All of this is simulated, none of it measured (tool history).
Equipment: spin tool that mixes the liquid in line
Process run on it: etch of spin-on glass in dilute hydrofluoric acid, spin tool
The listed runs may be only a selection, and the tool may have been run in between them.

run  hour  temperature setpoint of the liquid (C)  parts of water to one part of 49 % hydrofluoric acid (parts by volume)  time under the liquid (s)  thickness taken off the spin-on glass on a monitor wafer (angstrom)
  1     0                                      24                                                                     165                         30                                                               80.655
  2   8.4                                      26                                                                     165                         30                                                               85.799
  3  11.8                                    27.5                                                                     145                         30                                                                106.2
  4  12.8                                      26                                                                     145                         30                                                               101.46
  5  17.5                                      26                                                                     170                         30                                                               83.758
  6  18.5                                    27.5                                                                     150                         30                                                               101.94

Forecast run 7:
  7  24.5                                    28.5                                                                     135                         30                                                                    ?

{"run 7": {"thickness taken off the spin-on glass on a monitor wafer (angstrom)": 120.82}}
